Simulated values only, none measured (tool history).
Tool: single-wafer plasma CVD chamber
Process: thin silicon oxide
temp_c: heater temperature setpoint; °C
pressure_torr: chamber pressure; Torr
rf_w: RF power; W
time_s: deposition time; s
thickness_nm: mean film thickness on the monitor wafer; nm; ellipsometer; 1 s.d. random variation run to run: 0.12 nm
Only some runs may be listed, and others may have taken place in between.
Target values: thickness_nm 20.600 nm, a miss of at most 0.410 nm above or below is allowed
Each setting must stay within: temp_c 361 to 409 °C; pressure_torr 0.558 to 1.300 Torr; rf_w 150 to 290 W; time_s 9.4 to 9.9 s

Run 1, day 0.000: temp_c 385 °C, pressure_torr 0.929 Torr, rf_w 220 W, time_s 9.9 s. Result: thickness_nm 18.933 nm.
Run 2, day 0.254: temp_c 385 °C, pressure_torr 0.929 Torr, rf_w 220 W, time_s 9.4 s. Result: thickness_nm 17.933 nm.
Run 3, day 0.596: temp_c 385 °C, pressure_torr 0.801 Torr, rf_w 220 W, time_s 9.4 s. Result: thickness_nm 16.173 nm.
Run 4, day 0.738: temp_c 385 °C, pressure_torr 0.801 Torr, rf_w 195 W, time_s 9.4 s. Result: thickness_nm 15.406 nm.
Run 5, day 0.867: temp_c 385 °C, pressure_torr 0.910 Torr, rf_w 195 W, time_s 9.4 s. Result: thickness_nm 16.790 nm.
Run 6, day 1.179: temp_c 385 °C, pressure_torr 0.989 Torr, rf_w 195 W, time_s 9.4 s. Result: thickness_nm 17.717 nm.
Run 7, day 1.325: temp_c 385 °C, pressure_torr 1.051 Torr, rf_w 195 W, time_s 9.4 s. Result: thickness_nm 18.269 nm.
Run 8, day 1.629: temp_c 385 °C, pressure_torr 1.051 Torr, rf_w 195 W, time_s 9.4 s. Result: thickness_nm 18.275 nm.
Run 9, day 1.996: temp_c 385 °C, pressure_torr 1.106 Torr, rf_w 195 W, time_s 9.4 s. Result: thickness_nm 18.640 nm.

Of the 4 settings listed for the next run, only one would bring every result within its allowed miss of target. Which one?
Run A, day 2.362: temp_c 387 °C, pressure_torr 1.074 Torr, rf_w 210 W, time_s 9.5 s. Result: thickness_nm ?.
Run B, day 2.362: temp_c 391 °C, pressure_torr 1.072 Torr, rf_w 220 W, time_s 9.9 s. Result: thickness_nm ?.
Run C, day 2.362: temp_c 394 °C, pressure_torr 1.075 Torr, rf_w 200 W, time_s 9.9 s. Result: thickness_nm ?.
Run D, day 2.362: temp_c 388 °C, pressure_torr 1.090 Torr, rf_w 200 W, time_s 9.9 s. Result: thickness_nm ?.

move  thickness_nm
   A        19.307
   B        20.503
   C        19.554
   D        19.768
A: gains on the last run, yet a result remains outside its allowed miss
B: in spec on every target
C: gains on the last run, yet a result remains outside its allowed miss
D: gains on the last run, yet a result remains outside its allowed miss
Move B is the one to make.
